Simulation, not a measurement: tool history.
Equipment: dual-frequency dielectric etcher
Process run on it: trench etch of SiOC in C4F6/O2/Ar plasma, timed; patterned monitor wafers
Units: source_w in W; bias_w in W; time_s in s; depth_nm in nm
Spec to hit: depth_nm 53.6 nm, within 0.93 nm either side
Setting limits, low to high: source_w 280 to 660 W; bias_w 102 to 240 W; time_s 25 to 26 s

run	hour	source_w	bias_w	time_s	depth_nm
1	0	470	171	25	46.493
2	8	500	173	25	47.604
3	12.1	420	173	25	45.541
4	14.7	420	173	26	47.392
5	21.7	450	176	26	48.158
6	26.8	450	154	26	46.087
7	31.6	490	158	26	47.603
8	36.5	520	161	26	48.621

Which of these 5 next moves meets every target?
A	41.4	530	169	26	?
B	41.4	590	176	25.5	?
C	41.4	560	211	25.5	?
D	41.4	580	192	25	?
E	41.4	510	192	25.5	?

move	depth_nm
A	49.386
B	50.752
C	53.405
D	51.098
E	50.19
A: closer than the last run, but not yet in spec
B: closer than the last run, but not yet in spec
C: every result lands within tolerance
D: closer than the last run, but not yet in spec
E: closer than the last run, but not yet in spec
The right move is C.
